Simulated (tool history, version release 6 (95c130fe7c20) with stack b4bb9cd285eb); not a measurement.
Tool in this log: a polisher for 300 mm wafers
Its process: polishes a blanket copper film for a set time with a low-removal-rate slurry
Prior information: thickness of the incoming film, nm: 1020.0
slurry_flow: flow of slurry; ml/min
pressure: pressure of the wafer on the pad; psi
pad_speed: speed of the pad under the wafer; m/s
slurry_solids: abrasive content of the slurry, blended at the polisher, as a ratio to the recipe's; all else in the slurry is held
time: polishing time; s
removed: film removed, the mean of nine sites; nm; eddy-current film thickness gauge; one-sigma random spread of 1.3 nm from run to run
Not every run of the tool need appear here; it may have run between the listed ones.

run 1 hour=0.0 | slurry_flow=145 pressure=2.2 pad_speed=0.86 slurry_solids=1.0 time=39 | removed=86.726
run 2 hour=7.1 | slurry_flow=145 pressure=2.2 pad_speed=0.86 slurry_solids=1.0 time=39 | removed=85.760
run 3 hour=12.9 | slurry_flow=150 pressure=2.3 pad_speed=0.86 slurry_solids=1.0 time=39 | removed=89.995
run 4 hour=21.3 | slurry_flow=150 pressure=2.0 pad_speed=0.86 slurry_solids=1.0 time=39 | removed=80.397
run 5 hour=30.0 | slurry_flow=115 pressure=2.0 pad_speed=0.86 slurry_solids=1.0 time=39 | removed=75.642
run 6 hour=31.7 | slurry_flow=120 pressure=2.1 pad_speed=0.86 slurry_solids=1.0 time=39 | removed=80.158
run 7 hour=40.7 | slurry_flow=125 pressure=2.2 pad_speed=0.86 slurry_solids=1.0 time=39 | removed=84.615
run 8 hour=43.3 | slurry_flow=125 pressure=2.3 pad_speed=0.86 slurry_solids=1.0 time=39 | removed=87.024
run 9 hour=47.1 | slurry_flow=130 pressure=2.4 pad_speed=0.86 slurry_solids=1.0 time=39 | removed=94.486
run 10 hour=54.7 | slurry_flow=130 pressure=2.5 pad_speed=0.86 slurry_solids=1.0 time=39 | removed=94.747
run 11 hour=62.8 | slurry_flow=135 pressure=2.6 pad_speed=0.86 slurry_solids=1.0 time=39 | removed=100.100
run 12 hour=69.6 | slurry_flow=140 pressure=2.7 pad_speed=0.86 slurry_solids=1.0 time=39 | removed=107.500
run 13 hour=70.8 | slurry_flow=145 pressure=2.7 pad_speed=0.86 slurry_solids=1.0 time=39 | removed=106.300

Forecast run 14:
run 14 hour=71.8 | slurry_flow=150 pressure=2.7 pad_speed=0.86 slurry_solids=1.0 time=39 | removed=?

{"run 14": {"removed": 107.6}}
